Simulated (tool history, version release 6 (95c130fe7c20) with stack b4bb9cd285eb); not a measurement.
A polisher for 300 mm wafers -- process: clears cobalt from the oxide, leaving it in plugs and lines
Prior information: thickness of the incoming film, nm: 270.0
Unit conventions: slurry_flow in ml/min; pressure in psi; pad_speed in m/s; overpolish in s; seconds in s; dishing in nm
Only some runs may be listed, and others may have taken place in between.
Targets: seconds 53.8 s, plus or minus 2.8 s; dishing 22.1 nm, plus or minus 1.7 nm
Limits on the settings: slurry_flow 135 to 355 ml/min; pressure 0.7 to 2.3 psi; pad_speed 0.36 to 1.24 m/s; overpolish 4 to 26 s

{"run": 1, "hour": 0.0, "slurry_flow": 225, "pressure": 1.5, "pad_speed": 0.8, "overpolish": 13, "seconds": 97.654, "dishing": 24.878}
{"run": 2, "hour": 7.5, "slurry_flow": 225, "pressure": 1.5, "pad_speed": 0.8, "overpolish": 10, "seconds": 100.62, "dishing": 21.028}
{"run": 3, "hour": 16.2, "slurry_flow": 225, "pressure": 1.5, "pad_speed": 0.8, "overpolish": 14, "seconds": 95.735, "dishing": 25.407}
{"run": 4, "hour": 17.6, "slurry_flow": 225, "pressure": 1.4, "pad_speed": 0.8, "overpolish": 14, "seconds": 103.3, "dishing": 25.888}
{"run": 5, "hour": 18.3, "slurry_flow": 225, "pressure": 1.7, "pad_speed": 0.82, "overpolish": 12, "seconds": 89.237, "dishing": 25.64}
{"run": 6, "hour": 20.1, "slurry_flow": 225, "pressure": 1.7, "pad_speed": 0.82, "overpolish": 8, "seconds": 88.519, "dishing": 19.079}
{"hour": 26.4, "done": "worn pad replaced by a new one"}
{"run": 7, "hour": 26.4, "slurry_flow": 225, "pressure": 1.9, "pad_speed": 0.88, "overpolish": 7, "seconds": 69.826, "dishing": 20.613}
{"run": 8, "hour": 35.1, "slurry_flow": 225, "pressure": 2.3, "pad_speed": 0.9, "overpolish": 5, "seconds": 58.869, "dishing": 17.557}
{"run": 9, "hour": 39.9, "slurry_flow": 225, "pressure": 2.3, "pad_speed": 0.92, "overpolish": 6, "seconds": 58.17, "dishing": 21.595}
{"run": 10, "hour": 45.2, "slurry_flow": 230, "pressure": 2.3, "pad_speed": 1, "overpolish": 5, "seconds": 54.001, "dishing": 19.653}

Next run, 5 choices. One meets every target within its allowed miss, the rest don't. Which?
{"run": "A", "hour": 50.5, "slurry_flow": 235, "pressure": 2.3, "pad_speed": 1.12, "overpolish": 4, "seconds": "?", "dishing": "?"}
{"run": "B", "hour": 50.5, "slurry_flow": 215, "pressure": 2.3, "pad_speed": 1.16, "overpolish": 7, "seconds": "?", "dishing": "?"}
{"run": "C", "hour": 50.5, "slurry_flow": 285, "pressure": 2.3, "pad_speed": 0.96, "overpolish": 8, "seconds": "?", "dishing": "?"}
{"run": "D", "hour": 50.5, "slurry_flow": 225, "pressure": 2.1, "pad_speed": 1.06, "overpolish": 6, "seconds": "?", "dishing": "?"}
{"run": "E", "hour": 50.5, "slurry_flow": 245, "pressure": 2.3, "pad_speed": 1.14, "overpolish": 7, "seconds": "?", "dishing": "?"}

move=A seconds=46.851 dishing=17.727
move=B seconds=45.67 dishing=27.346
move=C seconds=53.519 dishing=26.913
move=D seconds=53.065 dishing=22.055
move=E seconds=45.864 dishing=27.271
A: lands further from the targets than the last run did
B: takes the result that was furthest off past its target
C: takes the result that was furthest off past its target
D: every result within its allowed miss
E: takes the result that was furthest off past its target
Answer: D
